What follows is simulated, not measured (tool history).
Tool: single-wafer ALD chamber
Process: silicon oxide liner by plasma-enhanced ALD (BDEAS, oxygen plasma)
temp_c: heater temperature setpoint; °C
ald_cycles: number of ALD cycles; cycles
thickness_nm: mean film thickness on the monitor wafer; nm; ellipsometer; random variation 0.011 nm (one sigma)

| run | hour | temp_c | ald_cycles | thickness_nm |
|---|---|---|---|---|
| 1 | 0 | 315 | 50 | 4.4149 |
| 2 | 6.8 | 310 | 50 | 4.4655 |
| 3 | 9.8 | 306 | 50 | 4.4848 |
| 4 | 16.8 | 308 | 49 | 4.3973 |
| 5 | 20.2 | 319 | 49 | 4.3121 |
| 6 | 26.6 | 319 | 55 | 4.8558 |
| 7 | 32 | 320 | 54 | 4.7466 |

Forecast run 8:
| 8 | 37.1 | 321 | 53 | ? |

Run 8 gave thickness_nm 4.6653 nm.

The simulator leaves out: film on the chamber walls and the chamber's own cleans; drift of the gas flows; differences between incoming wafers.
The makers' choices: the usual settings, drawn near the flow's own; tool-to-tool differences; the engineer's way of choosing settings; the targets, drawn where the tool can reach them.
